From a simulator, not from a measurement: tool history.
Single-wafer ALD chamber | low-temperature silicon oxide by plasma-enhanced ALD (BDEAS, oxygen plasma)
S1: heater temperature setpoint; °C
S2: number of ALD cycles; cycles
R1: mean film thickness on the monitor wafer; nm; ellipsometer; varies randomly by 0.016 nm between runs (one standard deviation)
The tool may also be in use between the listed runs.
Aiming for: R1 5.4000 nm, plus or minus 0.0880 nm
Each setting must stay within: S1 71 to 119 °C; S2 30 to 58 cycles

Run 1, hour 0.0: S1 95 °C, S2 44 cycles. Result: R1 6.1966 nm.
Run 2, hour 4.1: S1 95 °C, S2 41 cycles. Result: R1 5.7590 nm.
Run 3, hour 11.4: S1 99 °C, S2 41 cycles. Result: R1 5.7456 nm.
Run 4, hour 15.9: S1 99 °C, S2 45 cycles. Result: R1 6.3113 nm.
Run 5, hour 21.2: S1 109 °C, S2 45 cycles. Result: R1 6.2042 nm.
Run 6, hour 28.5: S1 110 °C, S2 43 cycles. Result: R1 5.8965 nm.
Run 7, hour 34.5: S1 111 °C, S2 42 cycles. Result: R1 5.7462 nm.
Run 8, hour 36.7: S1 118 °C, S2 39 cycles. Result: R1 5.2687 nm.
At hour 43.3: thermocouple changed; heater temperature recalibrated.
Run 9, hour 43.3: S1 118 °C, S2 39 cycles. Result: R1 5.2873 nm.
Run 10, hour 48.7: S1 117 °C, S2 39 cycles. Result: R1 5.2740 nm.

Which single option among these 5 for the next run brings every result within its allowed miss of target? Just one does.
Run A, hour 54.1: S1 112 °C, S2 41 cycles. Result: R1 ?.
Run B, hour 54.1: S1 117 °C, S2 38 cycles. Result: R1 ?.
Run C, hour 54.1: S1 118 °C, S2 38 cycles. Result: R1 ?.
Run D, hour 54.1: S1 105 °C, S2 39 cycles. Result: R1 ?.
Run E, hour 54.1: S1 111 °C, S2 38 cycles. Result: R1 ?.

move      R1
   A  5.6042
   B  5.1423
   C  5.1319
   D  5.4055
   E  5.2046
A: carries the result that was furthest off beyond its target, to the other side
B: its largest miss is bigger than the last run's
C: its largest miss is bigger than the last run's
D: every result within its allowed miss
E: its largest miss is bigger than the last run's
D is the move that brings every result within its allowed miss.
